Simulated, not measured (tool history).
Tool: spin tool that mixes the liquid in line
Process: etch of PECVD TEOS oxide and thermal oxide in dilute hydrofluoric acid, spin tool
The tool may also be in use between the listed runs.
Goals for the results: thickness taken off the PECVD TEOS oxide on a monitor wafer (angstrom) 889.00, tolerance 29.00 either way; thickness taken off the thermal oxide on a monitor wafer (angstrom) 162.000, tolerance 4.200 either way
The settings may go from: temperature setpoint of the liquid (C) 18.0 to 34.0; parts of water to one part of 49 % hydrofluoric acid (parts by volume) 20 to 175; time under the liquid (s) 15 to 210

run  hour  temperature setpoint of the liquid (C)  parts of water to one part of 49 % hydrofluoric acid (parts by volume)  time under the liquid (s)  thickness taken off the PECVD TEOS oxide on a monitor wafer (angstrom)  thickness taken off the thermal oxide on a monitor wafer (angstrom)
  1   0.0                                    26.0                                                                      95                        105                                                                  304.48                                                               56.349
  2   0.9                                    24.0                                                                      95                        105                                                                  282.55                                                               51.967
  3   8.0                                    21.5                                                                      95                        105                                                                  256.05                                                               46.925
  4  15.0                                    25.0                                                                      75                        105                                                                  378.72                                                               69.289
  5  20.6                                    25.0                                                                      75                        150                                                                  543.79                                                               99.238
  6  26.4                                    27.5                                                                      70                        150                                                                  645.78                                                              119.120
  7  34.3                                    29.0                                                                      70                        150                                                                  682.17                                                              125.500
  8  41.0                                    30.5                                                                      70                        150                                                                  721.04                                                              132.710
  9  42.6                                    31.5                                                                      70                        150                                                                  759.46                                                              137.940
 10  44.4                                    32.0                                                                      70                        150                                                                  779.92                                                              140.810

Of the 5 settings listed for the next run, only one would bring every result within its allowed miss of target. Which one?
  A  46.2                                    28.5                                                                      85                        185                                                                       ?                                                                    ?
  B  46.2                                    29.5                                                                      60                        170                                                                       ?                                                                    ?
  C  46.2                                    29.5                                                                      55                        155                                                                       ?                                                                    ?
  D  46.2                                    34.0                                                                      55                        130                                                                       ?                                                                    ?
  E  46.2                                    32.5                                                                      75                        180                                                                       ?                                                                    ?

move  thickness taken off the PECVD TEOS oxide on a monitor wafer (angstrom)  thickness taken off the thermal oxide on a monitor wafer (angstrom)
   A                                                                  677.18                                                              123.410
   B                                                                  949.23                                                              172.990
   C                                                                  950.95                                                              173.300
   D                                                                  950.97                                                              173.310
   E                                                                  883.93                                                              161.090
A: the biggest miss grows against the last run
B: the result that was furthest off in the last run now lies on the other side of its target
C: the result that was furthest off in the last run now lies on the other side of its target
D: the result that was furthest off in the last run now lies on the other side of its target
E: in spec on every target
Move E is the one to make.

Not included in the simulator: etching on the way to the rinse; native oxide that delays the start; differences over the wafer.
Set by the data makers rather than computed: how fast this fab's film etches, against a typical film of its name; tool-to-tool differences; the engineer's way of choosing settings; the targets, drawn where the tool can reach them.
